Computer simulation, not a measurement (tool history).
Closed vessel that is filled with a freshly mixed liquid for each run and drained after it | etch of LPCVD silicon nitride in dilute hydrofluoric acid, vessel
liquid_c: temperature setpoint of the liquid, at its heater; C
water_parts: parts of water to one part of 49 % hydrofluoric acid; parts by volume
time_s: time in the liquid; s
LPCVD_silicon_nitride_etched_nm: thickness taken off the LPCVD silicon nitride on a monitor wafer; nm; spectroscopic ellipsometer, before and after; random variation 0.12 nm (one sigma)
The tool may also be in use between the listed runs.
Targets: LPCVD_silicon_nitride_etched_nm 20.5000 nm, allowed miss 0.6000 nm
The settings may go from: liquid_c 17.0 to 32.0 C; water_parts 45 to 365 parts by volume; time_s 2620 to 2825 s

run	day	liquid_c	water_parts	time_s	LPCVD_silicon_nitride_etched_nm
1	0.000	24.0	205	2620	7.4350
2	0.208	20.5	205	2620	5.9008
3	0.542	18.5	205	2620	5.1505
4	0.779	21.5	180	2625	7.1011
5	1.188	24.0	160	2630	9.4964
6	1.500	24.0	115	2630	13.1000
7	1.733	25.5	115	2630	14.4400
8	1.942	29.5	110	2630	19.5420

5 next moves are on the table. One of them brings every result within its allowed miss. Which?
A	2.150	31.5	130	2690	?
B	2.150	30.5	120	2825	?
C	2.150	31.5	135	2825	?
D	2.150	31.5	125	2620	?
E	2.150	29.0	110	2680	?

move	LPCVD_silicon_nitride_etched_nm
A	19.1800
B	20.5440
C	19.3830
D	19.4410
E	19.3750
A: further off than the last run
B: meets every target
C: further off than the last run
D: further off than the last run
E: further off than the last run
Answer: B

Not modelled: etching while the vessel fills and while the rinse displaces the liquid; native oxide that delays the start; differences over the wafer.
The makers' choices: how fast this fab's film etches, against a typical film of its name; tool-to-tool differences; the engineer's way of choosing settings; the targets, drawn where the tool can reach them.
